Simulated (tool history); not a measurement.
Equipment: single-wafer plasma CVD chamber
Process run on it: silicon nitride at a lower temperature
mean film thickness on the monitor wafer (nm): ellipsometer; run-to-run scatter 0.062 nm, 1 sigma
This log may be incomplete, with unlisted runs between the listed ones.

run,hour,heater temperature setpoint (K),chamber pressure (Pa),RF power (W),deposition time (s),mean film thickness on the monitor wafer (nm)
1,0,633.15,240,360,10,13.185
2,5.5,633.15,240,360,10,13.355
3,11.4,633.15,240,360,10,13.268
4,20.2,633.15,240,360,9.5,12.544
5,27.4,633.15,225,350,9.5,12.031
6,28.9,633.15,213,350,9.5,11.904
7,36.9,633.15,201,345,9.5,11.561

Run 8 has not been measured yet. What should we expect?
8,40.4,633.15,193,345,9.5,?

{"run 8": {"mean film thickness on the monitor wafer (nm)": 11.309}}

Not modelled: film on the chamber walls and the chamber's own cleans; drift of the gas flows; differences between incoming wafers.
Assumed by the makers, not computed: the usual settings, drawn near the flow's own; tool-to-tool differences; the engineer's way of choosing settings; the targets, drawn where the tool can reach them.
